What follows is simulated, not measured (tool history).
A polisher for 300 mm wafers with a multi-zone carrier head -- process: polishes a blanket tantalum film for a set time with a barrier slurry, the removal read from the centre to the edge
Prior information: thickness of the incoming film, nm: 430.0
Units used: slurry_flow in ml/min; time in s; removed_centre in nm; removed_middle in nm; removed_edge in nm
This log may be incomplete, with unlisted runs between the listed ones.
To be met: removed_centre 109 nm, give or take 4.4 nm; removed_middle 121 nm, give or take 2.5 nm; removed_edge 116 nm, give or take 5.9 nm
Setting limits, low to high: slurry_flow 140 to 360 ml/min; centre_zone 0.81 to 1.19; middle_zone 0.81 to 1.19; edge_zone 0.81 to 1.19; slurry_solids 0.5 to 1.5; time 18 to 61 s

run	hour	slurry_flow	centre_zone	middle_zone	edge_zone	slurry_solids	time	removed_centre	removed_middle	removed_edge
1	0	230	1	1	1	1	39	88.787	86.832	90.713
2	6.2	270	1	1	1	1	39	92.262	90.345	89.801
3	12.4	260	1	1.03	1.03	1.1	39	94.306	94.769	95.996
4	13.7	260	1.05	1.03	1.03	1.1	39	99.303	94.801	95.682
5	22.2	225	1.05	1.03	1.03	1.1	39	94.984	92.978	93.991
6	28.8	225	1.05	0.99	1.03	1.1	39	96.797	89.6	92.41
7	29.7	240	1.05	1.03	1.05	1.15	39	96.883	94.598	96.169
8	36	250	1.06	1.06	1.07	1.2	39	101.83	98.56	97.131

Which of these 5 next moves meets every target?
A	42.3	170	0.93	0.85	1.13	1.05	45	?	?	?
B	42.3	220	0.94	1.18	1.01	1.25	42	?	?	?
C	42.3	215	0.99	1.13	1.09	1.15	47	?	?	?
D	42.3	285	1.1	1.07	1.1	1.2	40	?	?	?
E	42.3	165	1	1.19	0.94	1.3	43	?	?	?

move	removed_centre	removed_middle	removed_edge
A	94.084	85.19	107.9
B	98.162	115.44	103.14
C	110.98	121.09	116.83
D	107.67	103.16	103.98
E	100.5	114.44	99.389
A: misses by more than the last run did
B: nearer the targets than the last run, but a result is still out of spec
C: all results land within tolerance of their targets
D: nearer the targets than the last run, but a result is still out of spec
E: nearer the targets than the last run, but a result is still out of spec
So the answer is move C, the one that meets all the targets.
